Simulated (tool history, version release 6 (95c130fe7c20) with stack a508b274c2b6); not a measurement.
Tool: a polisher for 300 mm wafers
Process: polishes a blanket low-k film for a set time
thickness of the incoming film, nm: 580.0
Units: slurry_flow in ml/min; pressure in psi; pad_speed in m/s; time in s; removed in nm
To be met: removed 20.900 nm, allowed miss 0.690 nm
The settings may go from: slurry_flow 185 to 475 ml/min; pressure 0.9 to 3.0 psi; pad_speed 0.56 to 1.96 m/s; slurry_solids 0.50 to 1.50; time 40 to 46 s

| run | hour | slurry_flow | pressure | pad_speed | slurry_solids | time | removed |
|---|---|---|---|---|---|---|---|
| 1 | 0.0 | 305 | 1.9 | 1.26 | 1.00 | 46 | 25.705 |
| 2 | 1.5 | 305 | 1.8 | 1.26 | 1.00 | 46 | 24.725 |
| 3 | 2.7 | 305 | 1.7 | 1.26 | 1.00 | 46 | 23.532 |
| 4 | 7.1 | 305 | 1.6 | 1.26 | 1.00 | 46 | 21.883 |
| 5 | 7.8 | 305 | 1.9 | 1.26 | 1.00 | 46 | 26.352 |
| 6 | 11.5 | 305 | 1.9 | 1.26 | 1.10 | 46 | 27.687 |
| 7 | 15.2 | 305 | 1.7 | 1.26 | 1.10 | 46 | 25.050 |
| 8 | 19.3 | 305 | 1.6 | 1.26 | 1.10 | 46 | 23.059 |
| 9 | 21.0 | 305 | 1.5 | 1.26 | 1.10 | 46 | 21.851 |

4 next moves are on the table. One of them brings every result within its allowed miss. Which?
| A | 22.7 | 410 | 1.5 | 1.02 | 1.45 | 45 | ? |
| B | 22.7 | 340 | 1.9 | 0.96 | 1.25 | 43 | ? |
| C | 22.7 | 380 | 1.3 | 1.56 | 1.20 | 45 | ? |
| D | 22.7 | 330 | 1.3 | 1.24 | 1.15 | 46 | ? |

| move | removed |
|---|---|
| A | 20.865 |
| B | 22.142 |
| C | 23.460 |
| D | 19.364 |
A: meets every target
B: further off than the last run
C: further off than the last run
D: takes the result that was furthest off past its target
Answer: A
